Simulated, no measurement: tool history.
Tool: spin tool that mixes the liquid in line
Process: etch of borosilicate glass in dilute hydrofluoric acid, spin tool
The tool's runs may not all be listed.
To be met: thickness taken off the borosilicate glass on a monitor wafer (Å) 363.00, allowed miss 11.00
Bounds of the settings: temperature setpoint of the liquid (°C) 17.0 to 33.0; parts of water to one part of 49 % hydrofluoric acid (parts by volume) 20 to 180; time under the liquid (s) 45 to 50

run  hour  temperature setpoint of the liquid (°C)  parts of water to one part of 49 % hydrofluoric acid (parts by volume)  time under the liquid (s)  thickness taken off the borosilicate glass on a monitor wafer (Å)
  1   0.0                                     25.0                                                                     100                         45                                                             119.21
  2   2.8                                     26.0                                                                      90                         45                                                             139.17
  3  10.3                                     26.5                                                                      85                         45                                                             149.65
  4  13.0                                     26.5                                                                      85                         50                                                             167.98
  5  16.7                                     26.5                                                                      65                         50                                                             226.25
  6  23.4                                     26.5                                                                      65                         45                                                             199.73
  7  31.6                                     27.0                                                                      60                         45                                                             225.06
  8  36.5                                     27.5                                                                      60                         45                                                             231.37
  9  40.2                                     28.0                                                                      60                         45                                                             231.27
 10  48.8                                     28.0                                                                      60                         45                                                             233.18
 11  53.8                                     28.5                                                                      60                         45                                                             239.98
 12  58.3                                     29.0                                                                      60                         45                                                             241.51
 13  65.9                                     29.5                                                                      60                         45                                                             247.15
 14  72.1                                     30.0                                                                      60                         45                                                             253.09
 15  76.9                                     30.5                                                                      60                         45                                                             258.06
 16  77.5                                     31.0                                                                      60                         45                                                             261.01
 17  81.2                                     31.0                                                                      60                         45                                                             262.57

Which of these 5 next moves meets every target?
  A  84.9                                     32.0                                                                      80                         45                                                                  ?
  B  84.9                                     31.0                                                                      45                         45                                                                  ?
  C  84.9                                     32.5                                                                      85                         45                                                                  ?
  D  84.9                                     27.0                                                                      60                         45                                                                  ?
  E  84.9                                     31.5                                                                      75                         50                                                                  ?

move  thickness taken off the borosilicate glass on a monitor wafer (Å)
   A                                                             201.00
   B                                                             363.21
   C                                                             191.27
   D                                                             227.46
   E                                                             235.57
A: further off than the last run
B: meets every target
C: further off than the last run
D: further off than the last run
E: further off than the last run
The right move is B.
